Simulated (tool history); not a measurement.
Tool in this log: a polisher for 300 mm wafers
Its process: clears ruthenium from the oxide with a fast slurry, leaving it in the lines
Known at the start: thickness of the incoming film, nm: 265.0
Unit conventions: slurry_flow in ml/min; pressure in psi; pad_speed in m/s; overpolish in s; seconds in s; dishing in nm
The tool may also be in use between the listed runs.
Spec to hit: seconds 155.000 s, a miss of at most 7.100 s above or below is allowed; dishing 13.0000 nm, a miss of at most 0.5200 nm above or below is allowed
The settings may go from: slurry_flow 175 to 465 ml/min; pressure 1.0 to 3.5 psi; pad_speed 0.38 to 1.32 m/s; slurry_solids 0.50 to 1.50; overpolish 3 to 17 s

| run | day | slurry_flow | pressure | pad_speed | slurry_solids | overpolish | seconds | dishing |
|---|---|---|---|---|---|---|---|---|
| 1 | 0.000 | 295 | 2.2 | 0.84 | 1.00 | 9 | 90.673 | 12.5280 |
| 2 | 0.146 | 235 | 2.2 | 0.84 | 1.00 | 9 | 97.903 | 12.2890 |
| 3 | 0.325 | 235 | 2.2 | 0.84 | 1.00 | 6 | 94.046 | 10.0040 |
| 4 | 0.600 | 235 | 2.2 | 0.64 | 1.00 | 6 | 113.210 | 8.9130 |
| 5 | 0.800 | 235 | 2.2 | 0.64 | 0.85 | 6 | 125.060 | 8.3482 |
| 6 | 0.904 | 235 | 2.2 | 0.64 | 0.85 | 8 | 122.640 | 10.1190 |
| 7 | 1.183 | 225 | 2.1 | 0.64 | 0.85 | 9 | 129.830 | 10.5200 |
| 8 | 1.325 | 220 | 2.0 | 0.64 | 0.85 | 10 | 136.430 | 10.9290 |
| 9 | 1.367 | 215 | 1.9 | 0.64 | 0.85 | 11 | 145.370 | 11.2380 |
| 10 | 1.412 | 210 | 1.9 | 0.64 | 0.85 | 12 | 143.860 | 11.4650 |
| 11 | 1.517 | 210 | 1.9 | 0.64 | 0.80 | 13 | 150.710 | 12.0870 |

5 candidate next runs follow, results not yet known. Just one meets every target within its allowed miss. Identify it.
| A | 1.621 | 175 | 1.8 | 0.72 | 0.75 | 16 | ? | ? |
| B | 1.621 | 200 | 2.0 | 0.66 | 0.85 | 12 | ? | ? |
| C | 1.621 | 250 | 1.8 | 0.58 | 0.75 | 17 | ? | ? |
| D | 1.621 | 360 | 1.6 | 0.58 | 0.85 | 17 | ? | ? |
| E | 1.621 | 220 | 1.8 | 0.62 | 0.70 | 14 | ? | ? |

| move | seconds | dishing |
|---|---|---|
| A | 157.330 | 13.0700 |
| B | 137.080 | 12.1270 |
| C | 172.090 | 12.8900 |
| D | 173.620 | 12.8350 |
| E | 175.010 | 11.5460 |
A: hits every target within its allowed miss
B: its largest miss is bigger than the last run's
C: corrects the largest miss of the last run, while another result sits out of spec
D: corrects the largest miss of the last run, while another result sits out of spec
E: its largest miss is bigger than the last run's
So the answer is move A, the one that meets all the targets.
